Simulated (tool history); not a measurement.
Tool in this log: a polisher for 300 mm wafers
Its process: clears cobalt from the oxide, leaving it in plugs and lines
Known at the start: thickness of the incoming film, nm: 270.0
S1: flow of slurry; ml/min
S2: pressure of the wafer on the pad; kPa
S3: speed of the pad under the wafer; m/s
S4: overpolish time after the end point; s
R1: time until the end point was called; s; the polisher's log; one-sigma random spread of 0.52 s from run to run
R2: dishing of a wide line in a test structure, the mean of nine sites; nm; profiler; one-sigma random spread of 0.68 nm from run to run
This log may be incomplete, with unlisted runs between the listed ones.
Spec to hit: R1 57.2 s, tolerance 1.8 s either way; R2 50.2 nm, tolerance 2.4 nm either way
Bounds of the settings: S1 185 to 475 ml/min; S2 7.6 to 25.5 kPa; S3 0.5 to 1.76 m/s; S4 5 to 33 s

run  hour   S1    S2    S3  S4      R1      R2
  1     0  305  16.5  1.12  17  44.526  48.276
  2   5.9  305  16.5  1.38  17  36.648  52.758
  3  12.4  305  16.5  1.38  14  36.137  47.189
  4  16.1  305  15.9  1.38  15  38.118  48.945
  5  23.7  305  15.2  1.38  16  39.535  48.552
  6  28.8  305  12.4  1.38  16  48.365  45.796
  7  37.5  305  12.4  1.38  17  48.137  46.596
  8  44.1  305  12.4  1.38  18  48.573  47.794
  9  46.6  305  12.4  1.38  19  48.443  48.479
 10  54.4  305  12.4  1.38  20  48.746  49.265
 11  56.9  305    11  1.38  22  53.907  50.077

Exercise: of the 5 proposed moves below, exactly one satisfies all targets within the stated allowed misses. Which move is it?
  A  59.4  280    11  1.42  20   ?   ?
  B  59.4  305  13.8  1.16  23   ?   ?
  C  59.4  260   9.7  1.52  25   ?   ?
  D  59.4  235  16.5  0.96  23   ?   ?
  E  59.4  310   9.7  1.62  23   ?   ?

move      R1      R2
   A  53.735   47.02
   B   52.36  49.934
   C  57.568  49.781
   D  54.279  49.335
   E  53.108  49.706
A: the biggest miss grows against the last run
B: the biggest miss grows against the last run
C: all results land within tolerance of their targets
D: better than the last run, though not everything is in spec
E: the biggest miss grows against the last run
Move C is the one to make.
